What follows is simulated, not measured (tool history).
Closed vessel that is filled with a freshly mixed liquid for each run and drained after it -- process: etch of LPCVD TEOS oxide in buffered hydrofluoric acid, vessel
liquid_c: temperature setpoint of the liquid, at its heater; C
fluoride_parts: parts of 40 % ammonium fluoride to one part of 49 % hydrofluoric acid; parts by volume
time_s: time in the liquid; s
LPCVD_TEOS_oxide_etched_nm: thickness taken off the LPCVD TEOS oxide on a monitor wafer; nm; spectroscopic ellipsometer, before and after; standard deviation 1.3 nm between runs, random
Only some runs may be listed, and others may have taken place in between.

{"run": 1, "hour": 0.0, "liquid_c": 22.0, "fluoride_parts": 8.0, "time_s": 90, "LPCVD_TEOS_oxide_etched_nm": 459.04}
{"run": 2, "hour": 8.1, "liquid_c": 22.0, "fluoride_parts": 9.5, "time_s": 90, "LPCVD_TEOS_oxide_etched_nm": 387.04}
{"run": 3, "hour": 14.0, "liquid_c": 22.0, "fluoride_parts": 8.5, "time_s": 90, "LPCVD_TEOS_oxide_etched_nm": 427.31}
{"run": 4, "hour": 14.8, "liquid_c": 21.5, "fluoride_parts": 8.5, "time_s": 90, "LPCVD_TEOS_oxide_etched_nm": 412.5}
{"run": 5, "hour": 21.2, "liquid_c": 21.5, "fluoride_parts": 10.0, "time_s": 90, "LPCVD_TEOS_oxide_etched_nm": 365.51}
{"run": 6, "hour": 22.6, "liquid_c": 22.0, "fluoride_parts": 10.0, "time_s": 90, "LPCVD_TEOS_oxide_etched_nm": 375.7}
{"run": 7, "hour": 25.8, "liquid_c": 22.5, "fluoride_parts": 10.0, "time_s": 90, "LPCVD_TEOS_oxide_etched_nm": 383.29}

Predict the results of run 8:
{"run": 8, "hour": 28.5, "liquid_c": 22.0, "fluoride_parts": 10.0, "time_s": 90, "LPCVD_TEOS_oxide_etched_nm": "?"}

LPCVD_TEOS_oxide_etched_nm: 375.33 nm
